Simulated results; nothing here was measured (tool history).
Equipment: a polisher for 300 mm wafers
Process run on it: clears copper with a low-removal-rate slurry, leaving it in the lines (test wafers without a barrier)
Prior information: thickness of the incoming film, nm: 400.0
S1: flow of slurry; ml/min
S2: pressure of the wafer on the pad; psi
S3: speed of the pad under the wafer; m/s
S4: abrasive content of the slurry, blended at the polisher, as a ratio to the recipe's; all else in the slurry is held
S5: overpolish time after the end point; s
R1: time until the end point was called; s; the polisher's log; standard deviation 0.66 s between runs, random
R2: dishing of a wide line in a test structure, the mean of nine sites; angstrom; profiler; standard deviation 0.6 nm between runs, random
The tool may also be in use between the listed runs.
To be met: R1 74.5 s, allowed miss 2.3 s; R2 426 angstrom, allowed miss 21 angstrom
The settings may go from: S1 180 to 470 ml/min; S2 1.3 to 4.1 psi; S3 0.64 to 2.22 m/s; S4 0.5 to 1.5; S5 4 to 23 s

run  hour   S1   S2    S3    S4  S5      R1      R2
  1     0  300  2.7  1.42     1  12  101.81  291.86
  2     2  300  2.9  1.42     1  12  95.528  294.93
  3   6.6  300  2.9  1.42     1   8  97.115  214.34
  4   8.8  300    3  1.44     1   9  92.699  239.01
  5  14.9  300  3.1  1.46     1  10  88.679  270.03
  6  19.4  300  3.1  1.46  1.15  10  87.522   275.3
  7  25.1  300  3.1  1.46  1.15  10  88.748  274.92
  8    30  300  3.2  1.46  1.15  11  85.687  316.42
  9    39  300  3.3  1.46  1.15  11  83.401  321.42
     41.8  -- head pressure recalibrated
 10  41.8  300  3.4  1.46  1.15  11  77.193  338.67
 11  46.1  300  3.4  1.46  1.15  12  76.932  371.41
 12  53.7  300  3.4  1.46  1.15  13  77.468  384.84

Exactly one of the 5 candidate moves below puts every result within its allowed miss. Which one?
  A  61.3  280  3.4   1.4     1  12   ?   ?
  B  61.3  360  3.5  1.38  1.25  13   ?   ?
  C  61.3  270  3.1  1.54   1.1  12   ?   ?
  D  61.3  350  3.6   1.5   1.4  15   ?   ?
  E  61.3  300  3.4  1.54  1.15  14   ?   ?

move      R1      R2
   A  83.156  345.79
   B  78.507  387.57
   C  80.653  353.34
   D  69.795  476.27
   E  74.021  430.29
A: its largest miss is bigger than the last run's
B: nearer than the last run, and not there yet
C: its largest miss is bigger than the last run's
D: carries the result that was furthest off beyond its target, to the other side
E: hits every target within its allowed miss
E meets every target.
